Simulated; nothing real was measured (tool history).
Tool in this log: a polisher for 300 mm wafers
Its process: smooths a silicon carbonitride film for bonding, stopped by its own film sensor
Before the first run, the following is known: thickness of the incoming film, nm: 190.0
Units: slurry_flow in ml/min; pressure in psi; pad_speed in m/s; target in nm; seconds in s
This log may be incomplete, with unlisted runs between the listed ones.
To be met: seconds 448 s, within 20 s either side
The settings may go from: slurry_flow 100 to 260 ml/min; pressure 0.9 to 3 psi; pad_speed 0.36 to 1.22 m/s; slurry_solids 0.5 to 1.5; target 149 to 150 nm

run 1 hour=0 | slurry_flow=165 pressure=1.9 pad_speed=0.78 slurry_solids=1 target=150 | seconds=209.13
run 2 hour=8.6 | slurry_flow=165 pressure=1.6 pad_speed=0.78 slurry_solids=1 target=150 | seconds=257.83
run 3 hour=14.5 | slurry_flow=165 pressure=1.5 pad_speed=0.76 slurry_solids=1 target=150 | seconds=279.26
run 4 hour=19.4 | slurry_flow=165 pressure=1.5 pad_speed=0.76 slurry_solids=1.2 target=150 | seconds=258.16
run 5 hour=20.3 | slurry_flow=165 pressure=1.4 pad_speed=0.74 slurry_solids=1.2 target=150 | seconds=275.95
run 6 hour=28.8 | slurry_flow=165 pressure=1.4 pad_speed=0.86 slurry_solids=1.2 target=150 | seconds=250.03
run 7 hour=37.4 | slurry_flow=165 pressure=1.3 pad_speed=0.82 slurry_solids=1.2 target=150 | seconds=272.47
run 8 hour=42.6 | slurry_flow=165 pressure=1.2 pad_speed=0.78 slurry_solids=1.2 target=150 | seconds=305.97
run 9 hour=51.4 | slurry_flow=165 pressure=1.2 pad_speed=0.76 slurry_solids=1.2 target=150 | seconds=308.66
run 10 hour=60.2 | slurry_flow=165 pressure=1.2 pad_speed=0.74 slurry_solids=1.2 target=150 | seconds=322.45
run 11 hour=66.5 | slurry_flow=165 pressure=1.2 pad_speed=0.72 slurry_solids=1.2 target=150 | seconds=330.69
run 12 hour=71.1 | slurry_flow=165 pressure=1.2 pad_speed=0.7 slurry_solids=1.2 target=150 | seconds=335.32

Below are 4 possible settings for the next run. Only one of them brings all results inside the allowed miss of their targets. Which is it?
run A hour=75.7 | slurry_flow=165 pressure=0.9 pad_speed=0.58 slurry_solids=1.15 target=149 | seconds=?
run B hour=75.7 | slurry_flow=150 pressure=1 pad_speed=0.64 slurry_solids=0.85 target=149 | seconds=?
run C hour=75.7 | slurry_flow=215 pressure=1 pad_speed=0.68 slurry_solids=1.25 target=149 | seconds=?
run D hour=75.7 | slurry_flow=215 pressure=1.1 pad_speed=0.54 slurry_solids=1.1 target=149 | seconds=?

move=A seconds=510.09
move=B seconds=504.66
move=C seconds=387.95
move=D seconds=434.68
A: pushes the last run's worst result past its target
B: pushes the last run's worst result past its target
C: nearer than the last run, and not there yet
D: hits every target within its allowed miss
Move D is the one to make.

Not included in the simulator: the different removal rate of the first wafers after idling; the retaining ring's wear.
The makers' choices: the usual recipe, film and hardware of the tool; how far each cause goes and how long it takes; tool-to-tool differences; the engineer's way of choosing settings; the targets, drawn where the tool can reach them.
